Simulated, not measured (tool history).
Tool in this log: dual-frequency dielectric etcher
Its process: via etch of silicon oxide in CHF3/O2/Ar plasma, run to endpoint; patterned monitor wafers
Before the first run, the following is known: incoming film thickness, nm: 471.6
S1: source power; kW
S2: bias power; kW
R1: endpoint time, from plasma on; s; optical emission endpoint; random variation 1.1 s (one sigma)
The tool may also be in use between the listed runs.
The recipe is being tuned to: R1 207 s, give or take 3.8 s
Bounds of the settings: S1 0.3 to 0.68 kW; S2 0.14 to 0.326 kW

Run 1, day 0: S1 0.49 kW, S2 0.233 kW. Result: R1 222.38 s.
Run 2, day 0.054: S1 0.45 kW, S2 0.233 kW. Result: R1 229.53 s.
Run 3, day 0.108: S1 0.45 kW, S2 0.2 kW. Result: R1 238.78 s.
Run 4, day 0.471: S1 0.5 kW, S2 0.205 kW. Result: R1 226.9 s.
Run 5, day 0.617: S1 0.5 kW, S2 0.182 kW. Result: R1 234.5 s.
Run 6, day 0.654: S1 0.42 kW, S2 0.182 kW. Result: R1 252.07 s.
Run 7, day 1.025: S1 0.48 kW, S2 0.187 kW. Result: R1 235.6 s.
Run 8, day 1.121: S1 0.58 kW, S2 0.197 kW. Result: R1 215.33 s.
Run 9, day 1.2: S1 0.59 kW, S2 0.198 kW. Result: R1 215.49 s.

Below are 4 possible settings for the next run. Only one of them brings all results inside the allowed miss of their targets. Which is it?
Run A, day 1.279: S1 0.55 kW, S2 0.205 kW. Result: R1 ?.
Run B, day 1.279: S1 0.65 kW, S2 0.203 kW. Result: R1 ?.
Run C, day 1.279: S1 0.6 kW, S2 0.14 kW. Result: R1 ?.
Run D, day 1.279: S1 0.54 kW, S2 0.233 kW. Result: R1 ?.

move      R1
   A  219.32
   B  205.93
   C  230.31
   D  214.06
A: misses by more than the last run did
B: all results in spec
C: misses by more than the last run did
D: closer than the last run, but not yet in spec
Go with B: it meets all targets.

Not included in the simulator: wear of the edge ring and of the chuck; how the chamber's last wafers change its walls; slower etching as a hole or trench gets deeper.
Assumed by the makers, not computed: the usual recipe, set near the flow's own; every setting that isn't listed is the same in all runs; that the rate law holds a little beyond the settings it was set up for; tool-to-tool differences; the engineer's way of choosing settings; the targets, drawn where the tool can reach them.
